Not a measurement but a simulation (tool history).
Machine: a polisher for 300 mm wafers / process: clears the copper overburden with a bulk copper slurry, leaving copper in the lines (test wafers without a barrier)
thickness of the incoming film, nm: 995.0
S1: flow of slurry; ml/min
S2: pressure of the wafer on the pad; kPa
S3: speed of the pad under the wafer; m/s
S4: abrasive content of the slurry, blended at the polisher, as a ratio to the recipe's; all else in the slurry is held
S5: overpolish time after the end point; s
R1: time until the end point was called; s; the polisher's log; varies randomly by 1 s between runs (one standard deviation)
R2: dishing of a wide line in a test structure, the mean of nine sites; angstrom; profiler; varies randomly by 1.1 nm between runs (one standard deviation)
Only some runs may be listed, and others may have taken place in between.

run,hour,S1,S2,S3,S4,S5,R1,R2
1,0.0,265,24.1,1.10,1.0,22,77.117,748.12
2,3.2,265,24.1,1.10,1.1,22,74.845,775.34
3,6.3,265,22.8,1.10,1.1,20,80.100,720.95
4,7.2,265,21.4,1.10,1.1,19,83.512,687.54
5,13.1,265,20.0,1.10,1.1,19,90.022,691.58
6,16.8,265,20.0,1.10,1.1,13,87.785,562.84
7,24.2,265,19.3,1.10,1.1,13,93.504,554.48
8,32.3,265,18.6,1.10,1.1,13,94.037,536.35
9,34.7,265,17.9,1.10,1.1,14,99.308,564.31
10,36.1,265,17.2,1.10,1.1,14,103.880,561.01
11,39.0,265,16.5,1.10,1.1,14,106.040,532.58
12,45.8,260,13.8,1.08,1.1,23,130.300,593.94
13,51.8,260,13.8,1.08,1.1,22,131.000,601.01
14,56.9,265,13.8,1.08,1.1,21,129.750,576.63

Estimate the outcome of run 15 from the log above:
15,59.6,265,13.8,1.08,1.1,20,?,?

R1: 130.510 s
R2: 555.84 angstrom
